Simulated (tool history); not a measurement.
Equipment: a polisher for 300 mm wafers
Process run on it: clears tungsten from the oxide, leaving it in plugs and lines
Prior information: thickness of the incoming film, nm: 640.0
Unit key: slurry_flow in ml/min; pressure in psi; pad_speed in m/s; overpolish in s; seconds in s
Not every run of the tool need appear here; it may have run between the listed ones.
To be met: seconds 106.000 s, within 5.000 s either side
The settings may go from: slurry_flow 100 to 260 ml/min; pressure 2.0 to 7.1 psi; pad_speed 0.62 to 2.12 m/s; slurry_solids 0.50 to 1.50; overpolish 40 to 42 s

run  hour  slurry_flow  pressure  pad_speed  slurry_solids  overpolish  seconds
  1   0.0          165       4.5       1.36           1.00          40   72.319
  2   3.9          165       4.1       1.36           1.00          40   79.510
  3   5.6          165       4.1       1.54           1.00          40   72.707
  4  14.3          165       3.7       1.52           1.00          40   81.167
  5  21.3          165       3.4       1.52           1.00          40   85.775
  6  22.6          165       3.2       1.52           1.00          40   94.810
  7  28.3          165       3.1       1.52           1.00          40   95.223
  8  32.7          160       2.6       1.50           1.00          40  116.610
  9  38.8          165       2.6       1.50           1.00          40  114.950

Which single option among these 5 for the next run brings every result within its allowed miss of target? Just one does.
  A  44.9          185       2.4       1.42           0.90          40        ?
  B  44.9          220       2.2       2.08           0.85          40        ?
  C  44.9          155       2.4       1.44           1.25          40        ?
  D  44.9          170       2.1       1.54           1.10          42        ?
  E  44.9          160       2.3       1.58           0.90          42        ?

move  seconds
   A  130.310
   B  108.100
   C  125.970
   D  137.760
   E  130.470
A: the biggest miss grows against the last run
B: hits every target within its allowed miss
C: the biggest miss grows against the last run
D: the biggest miss grows against the last run
E: the biggest miss grows against the last run
So the answer is move B, the one that meets all the targets.

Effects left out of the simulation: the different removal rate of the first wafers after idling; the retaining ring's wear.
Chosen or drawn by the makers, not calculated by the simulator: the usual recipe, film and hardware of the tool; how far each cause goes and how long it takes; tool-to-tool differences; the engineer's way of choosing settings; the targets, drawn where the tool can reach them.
